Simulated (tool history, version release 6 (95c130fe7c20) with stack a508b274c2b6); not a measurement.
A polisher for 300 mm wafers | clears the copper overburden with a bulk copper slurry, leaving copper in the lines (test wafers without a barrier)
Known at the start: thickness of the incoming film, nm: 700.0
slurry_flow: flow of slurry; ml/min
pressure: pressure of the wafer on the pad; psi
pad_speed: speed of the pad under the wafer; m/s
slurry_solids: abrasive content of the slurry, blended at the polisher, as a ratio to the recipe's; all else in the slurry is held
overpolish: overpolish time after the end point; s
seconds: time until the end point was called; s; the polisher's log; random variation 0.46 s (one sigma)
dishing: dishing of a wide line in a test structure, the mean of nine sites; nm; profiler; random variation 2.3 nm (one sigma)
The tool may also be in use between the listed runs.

{"run": 1, "hour": 0.0, "slurry_flow": 225, "pressure": 2.5, "pad_speed": 0.88, "slurry_solids": 1.0, "overpolish": 27, "seconds": 86.702, "dishing": 80.149}
{"run": 2, "hour": 5.9, "slurry_flow": 225, "pressure": 2.8, "pad_speed": 0.9, "slurry_solids": 1.0, "overpolish": 26, "seconds": 76.729, "dishing": 83.631}
{"run": 3, "hour": 7.0, "slurry_flow": 225, "pressure": 3.1, "pad_speed": 0.92, "slurry_solids": 1.0, "overpolish": 26, "seconds": 68.536, "dishing": 92.413}
{"run": 4, "hour": 9.2, "slurry_flow": 230, "pressure": 3.3, "pad_speed": 0.94, "slurry_solids": 1.0, "overpolish": 25, "seconds": 63.621, "dishing": 94.011}
{"run": 5, "hour": 10.6, "slurry_flow": 230, "pressure": 3.3, "pad_speed": 0.94, "slurry_solids": 1.2, "overpolish": 25, "seconds": 60.106, "dishing": 96.392}
{"run": 6, "hour": 12.4, "slurry_flow": 185, "pressure": 3.3, "pad_speed": 0.94, "slurry_solids": 1.2, "overpolish": 25, "seconds": 60.57, "dishing": 92.916}
{"run": 7, "hour": 21.3, "slurry_flow": 185, "pressure": 3.4, "pad_speed": 0.96, "slurry_solids": 1.2, "overpolish": 25, "seconds": 59.766, "dishing": 93.982}
{"run": 8, "hour": 28.9, "slurry_flow": 205, "pressure": 3.5, "pad_speed": 0.98, "slurry_solids": 1.2, "overpolish": 24, "seconds": 55.886, "dishing": 93.893}
{"run": 9, "hour": 32.3, "slurry_flow": 210, "pressure": 3.6, "pad_speed": 1.0, "slurry_solids": 1.2, "overpolish": 25, "seconds": 53.838, "dishing": 100.44}

Forecast run 10:
{"run": 10, "hour": 33.8, "slurry_flow": 210, "pressure": 3.7, "pad_speed": 1.02, "slurry_solids": 1.2, "overpolish": 25, "seconds": "?", "dishing": "?"}

seconds: 51.089 s
dishing: 101.460 nm

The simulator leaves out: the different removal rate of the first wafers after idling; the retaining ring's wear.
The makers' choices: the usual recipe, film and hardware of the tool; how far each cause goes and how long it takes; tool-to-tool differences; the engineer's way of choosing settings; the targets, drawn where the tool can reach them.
